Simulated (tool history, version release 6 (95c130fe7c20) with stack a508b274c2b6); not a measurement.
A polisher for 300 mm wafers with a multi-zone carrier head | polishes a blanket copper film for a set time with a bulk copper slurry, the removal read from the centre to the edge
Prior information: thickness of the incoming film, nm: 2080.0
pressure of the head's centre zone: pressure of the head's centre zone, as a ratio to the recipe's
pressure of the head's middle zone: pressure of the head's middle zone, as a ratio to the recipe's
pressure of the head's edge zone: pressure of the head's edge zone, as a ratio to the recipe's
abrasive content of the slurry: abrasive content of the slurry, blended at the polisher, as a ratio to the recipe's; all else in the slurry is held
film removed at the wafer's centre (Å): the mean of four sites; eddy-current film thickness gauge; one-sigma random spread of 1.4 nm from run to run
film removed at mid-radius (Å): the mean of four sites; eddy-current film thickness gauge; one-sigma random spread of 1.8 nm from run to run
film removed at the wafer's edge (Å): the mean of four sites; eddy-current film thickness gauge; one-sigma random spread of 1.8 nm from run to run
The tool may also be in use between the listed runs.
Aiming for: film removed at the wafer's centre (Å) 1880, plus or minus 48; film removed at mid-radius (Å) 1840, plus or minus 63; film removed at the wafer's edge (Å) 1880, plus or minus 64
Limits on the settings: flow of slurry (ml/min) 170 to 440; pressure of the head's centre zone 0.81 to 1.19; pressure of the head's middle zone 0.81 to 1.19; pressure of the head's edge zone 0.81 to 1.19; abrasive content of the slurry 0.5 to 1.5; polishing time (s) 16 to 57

| run | hour | flow of slurry (ml/min) | pressure of the head's centre zone | pressure of the head's middle zone | pressure of the head's edge zone | abrasive content of the slurry | polishing time (s) | film removed at the wafer's centre (Å) | film removed at mid-radius (Å) | film removed at the wafer's edge (Å) |
|---|---|---|---|---|---|---|---|---|---|---|
| 1 | 0 | 280 | 1 | 1 | 1 | 1 | 36 | 1521 | 1535 | 1553.5 |
| 2 | 7.3 | 280 | 1 | 1 | 1 | 1 | 43 | 1835.7 | 1844.4 | 1856 |
| 3 | 13.5 | 280 | 1 | 1 | 0.92 | 1 | 43 | 1817.3 | 1806.8 | 1788 |
| 4 | 16 | 280 | 1 | 1 | 0.95 | 1 | 43 | 1821.6 | 1822.4 | 1789.2 |
| 5 | 22.5 | 280 | 1.07 | 1 | 0.95 | 1 | 43 | 1929.1 | 1853.3 | 1783.6 |
| 6 | 23.8 | 280 | 1.07 | 1.08 | 0.95 | 1 | 43 | 1964.4 | 1904.6 | 1804.9 |
| 7 | 25 | 275 | 1.07 | 1.07 | 0.96 | 1 | 43 | 1961.7 | 1909.6 | 1828.9 |
| 8 | 31.3 | 270 | 1.07 | 1.06 | 0.97 | 1 | 43 | 1923.9 | 1865.6 | 1800.4 |
| 9 | 33.5 | 270 | 1.07 | 1.05 | 0.98 | 1 | 43 | 1948.9 | 1873.3 | 1822.9 |
| 10 | 35.3 | 265 | 1.07 | 1.05 | 0.99 | 1 | 43 | 1913.1 | 1838.7 | 1828 |

Below are 5 possible settings for the next run. Only one of them brings all results inside the allowed miss of their targets. Which is it?
| A | 37.1 | 290 | 1.07 | 1.01 | 0.9 | 0.9 | 44 | ? | ? | ? |
| B | 37.1 | 170 | 1.06 | 0.95 | 0.85 | 1.05 | 47 | ? | ? | ? |
| C | 37.1 | 265 | 1.02 | 1.01 | 1.01 | 1.1 | 43 | ? | ? | ? |
| D | 37.1 | 175 | 1.11 | 0.98 | 1.19 | 0.85 | 47 | ? | ? | ? |
| E | 37.1 | 200 | 1.07 | 1.07 | 0.93 | 0.95 | 44 | ? | ? | ? |

| move | film removed at the wafer's centre (Å) | film removed at mid-radius (Å) | film removed at the wafer's edge (Å) |
|---|---|---|---|
| A | 1950.2 | 1860.7 | 1774.2 |
| B | 1984.4 | 1863.1 | 1826.7 |
| C | 1886.6 | 1891.1 | 1898.7 |
| D | 1986.1 | 1807.9 | 2020.9 |
| E | 1882.4 | 1863.7 | 1762.2 |
A: further off than the last run
B: puts the biggest miss on target and leaves a different result outside tolerance
C: every result within its allowed miss
D: carries the result that was furthest off beyond its target, to the other side
E: further off than the last run
C is the move that brings every result within its allowed miss.
